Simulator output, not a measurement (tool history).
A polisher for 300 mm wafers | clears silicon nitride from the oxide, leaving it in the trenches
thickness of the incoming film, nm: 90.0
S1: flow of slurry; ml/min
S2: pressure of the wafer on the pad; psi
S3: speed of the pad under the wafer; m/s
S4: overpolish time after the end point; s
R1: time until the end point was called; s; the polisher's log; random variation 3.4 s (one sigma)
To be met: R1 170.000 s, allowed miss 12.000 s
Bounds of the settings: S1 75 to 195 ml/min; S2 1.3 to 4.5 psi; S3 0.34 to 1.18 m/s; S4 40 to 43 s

Run 1, hour 0.0: S1 125 ml/min, S2 2.9 psi, S3 0.76 m/s, S4 40 s. Result: R1 111.870 s.
Run 2, hour 4.5: S1 125 ml/min, S2 2.9 psi, S3 0.92 m/s, S4 40 s. Result: R1 94.884 s.
Run 3, hour 10.5: S1 125 ml/min, S2 2.9 psi, S3 0.92 m/s, S4 43 s. Result: R1 91.243 s.
Run 4, hour 18.0: S1 125 ml/min, S2 2.7 psi, S3 0.92 m/s, S4 43 s. Result: R1 98.930 s.
Run 5, hour 24.6: S1 125 ml/min, S2 2.7 psi, S3 0.84 m/s, S4 43 s. Result: R1 108.660 s.
Run 6, hour 30.4: S1 145 ml/min, S2 2.7 psi, S3 0.84 m/s, S4 43 s. Result: R1 107.930 s.
Run 7, hour 36.3: S1 145 ml/min, S2 2.6 psi, S3 0.84 m/s, S4 43 s. Result: R1 109.630 s.
Run 8, hour 40.1: S1 145 ml/min, S2 2.5 psi, S3 0.84 m/s, S4 43 s. Result: R1 112.350 s.
Run 9, hour 46.3: S1 145 ml/min, S2 2.5 psi, S3 0.84 m/s, S4 43 s. Result: R1 115.330 s.
Run 10, hour 49.6: S1 145 ml/min, S2 2.4 psi, S3 0.84 m/s, S4 43 s. Result: R1 119.270 s.
Run 11, hour 54.2: S1 145 ml/min, S2 2.3 psi, S3 0.84 m/s, S4 43 s. Result: R1 121.940 s.
Run 12, hour 61.4: S1 145 ml/min, S2 2.2 psi, S3 0.84 m/s, S4 43 s. Result: R1 128.510 s.
Run 13, hour 66.2: S1 145 ml/min, S2 2.1 psi, S3 0.84 m/s, S4 43 s. Result: R1 136.500 s.
Run 14, hour 69.2: S1 145 ml/min, S2 2.0 psi, S3 0.84 m/s, S4 43 s. Result: R1 134.130 s.
Run 15, hour 76.2: S1 145 ml/min, S2 1.9 psi, S3 0.84 m/s, S4 43 s. Result: R1 147.430 s.

Which of these 4 next moves meets every target?
Run A, hour 83.2: S1 150 ml/min, S2 2.1 psi, S3 0.86 m/s, S4 43 s. Result: R1 ?.
Run B, hour 83.2: S1 135 ml/min, S2 2.2 psi, S3 0.82 m/s, S4 41 s. Result: R1 ?.
Run C, hour 83.2: S1 125 ml/min, S2 2.3 psi, S3 0.90 m/s, S4 43 s. Result: R1 ?.
Run D, hour 83.2: S1 155 ml/min, S2 1.5 psi, S3 0.88 m/s, S4 42 s. Result: R1 ?.

move       R1
   A  124.590
   B  127.350
   C  113.270
   D  160.830
A: further off than the last run
B: further off than the last run
C: further off than the last run
D: meets every target
Move D is the one to make.
